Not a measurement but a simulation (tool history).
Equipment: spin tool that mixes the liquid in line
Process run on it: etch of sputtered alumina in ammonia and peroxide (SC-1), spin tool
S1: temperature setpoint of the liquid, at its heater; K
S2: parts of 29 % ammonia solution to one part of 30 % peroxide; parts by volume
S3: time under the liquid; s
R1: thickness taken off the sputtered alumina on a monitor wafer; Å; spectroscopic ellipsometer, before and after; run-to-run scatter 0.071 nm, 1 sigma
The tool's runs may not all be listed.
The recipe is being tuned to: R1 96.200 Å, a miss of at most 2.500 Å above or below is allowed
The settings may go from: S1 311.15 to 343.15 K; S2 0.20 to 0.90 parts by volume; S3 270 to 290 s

{"run": 1, "day": 0.0, "S1": 327.15, "S2": 0.5, "S3": 270, "R1": 159.52}
{"run": 2, "day": 0.146, "S1": 327.15, "S2": 0.5, "S3": 270, "R1": 158.49}
{"run": 3, "day": 0.512, "S1": 325.15, "S2": 0.5, "S3": 270, "R1": 143.5}
{"run": 4, "day": 0.771, "S1": 325.15, "S2": 0.5, "S3": 290, "R1": 152.97}
{"run": 5, "day": 1.075, "S1": 325.15, "S2": 0.5, "S3": 270, "R1": 143.52}
{"run": 6, "day": 1.404, "S1": 323.65, "S2": 0.5, "S3": 270, "R1": 131.01}
{"run": 7, "day": 1.754, "S1": 322.65, "S2": 0.5, "S3": 270, "R1": 122.57}
{"run": 8, "day": 2.042, "S1": 321.65, "S2": 0.5, "S3": 270, "R1": 118.3}
{"run": 9, "day": 2.388, "S1": 320.65, "S2": 0.5, "S3": 270, "R1": 109.9}
{"run": 10, "day": 2.65, "S1": 320.15, "S2": 0.5, "S3": 270, "R1": 106.93}
{"run": 11, "day": 2.971, "S1": 319.65, "S2": 0.5, "S3": 270, "R1": 106.55}
{"run": 12, "day": 3.175, "S1": 317.15, "S2": 0.5, "S3": 270, "R1": 91.594}

Next run, 5 choices. One meets every target within its allowed miss, the rest don't. Which?
{"run": "A", "day": 3.379, "S1": 316.65, "S2": 0.5, "S3": 270, "R1": "?"}
{"run": "B", "day": 3.379, "S1": 315.65, "S2": 0.65, "S3": 270, "R1": "?"}
{"run": "C", "day": 3.379, "S1": 317.15, "S2": 0.55, "S3": 285, "R1": "?"}
{"run": "D", "day": 3.379, "S1": 317.65, "S2": 0.55, "S3": 290, "R1": "?"}
{"run": "E", "day": 3.379, "S1": 314.15, "S2": 0.65, "S3": 290, "R1": "?"}

move=A R1=87.627
move=B R1=84.806
move=C R1=96.061
move=D R1=100.590
move=E R1=83.462
A: lands further from the targets than the last run did
B: lands further from the targets than the last run did
C: every result within its allowed miss
D: takes the result that was furthest off past its target
E: lands further from the targets than the last run did
So the answer is move C, the one that meets all the targets.
